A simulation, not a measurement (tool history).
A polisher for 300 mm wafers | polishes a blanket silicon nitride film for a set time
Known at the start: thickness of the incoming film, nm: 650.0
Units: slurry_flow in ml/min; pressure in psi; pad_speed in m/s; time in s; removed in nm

| run | hour | slurry_flow | pressure | pad_speed | time | removed |
|---|---|---|---|---|---|---|
| 1 | 0 | 300 | 4.5 | 0.84 | 80 | 157.36 |
| 2 | 1 | 300 | 5 | 0.84 | 80 | 171.9 |
| 3 | 6.3 | 300 | 4.2 | 0.78 | 80 | 142.18 |
| 4 | 7.3 | 295 | 3.6 | 0.72 | 80 | 115.01 |
| 5 | 11.3 | 295 | 3.2 | 0.72 | 80 | 100.13 |
| 6 | 19 | 295 | 3.2 | 0.72 | 80 | 102.61 |
| 7 | 23.4 | 295 | 2.9 | 0.72 | 80 | 95.425 |

Run 8 comes next. What will it give?
| 8 | 30.8 | 295 | 2.7 | 0.72 | 80 | ? |

removed: 85.772 nm
